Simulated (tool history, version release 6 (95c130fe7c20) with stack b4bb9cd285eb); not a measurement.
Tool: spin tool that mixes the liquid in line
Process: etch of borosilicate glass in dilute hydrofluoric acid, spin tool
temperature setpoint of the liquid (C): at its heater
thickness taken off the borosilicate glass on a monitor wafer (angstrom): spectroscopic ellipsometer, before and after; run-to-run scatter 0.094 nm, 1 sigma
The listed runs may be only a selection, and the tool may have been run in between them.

| run | day | temperature setpoint of the liquid (C) | parts of water to one part of 49 % hydrofluoric acid (parts by volume) | time under the liquid (s) | thickness taken off the borosilicate glass on a monitor wafer (angstrom) |
|---|---|---|---|---|---|
| 1 | 0 | 26 | 80 | 15 | 53.172 |
| 2 | 0.196 | 26 | 80 | 15 | 53.103 |
| 3 | 0.292 | 26 | 80 | 15 | 53.759 |
| 4 | 0.638 | 28.5 | 65 | 15 | 72.853 |
| 5 | 0.758 | 28.5 | 65 | 15 | 73.919 |
| 6 | 0.971 | 28.5 | 80 | 15 | 57.855 |
| 7 | 1.258 | 30 | 65 | 15 | 78.653 |

Run 8 has not been measured yet. What should we expect?
| 8 | 1.533 | 34 | 35 | 15 | ? |

thickness taken off the borosilicate glass on a monitor wafer (angstrom): 177.7
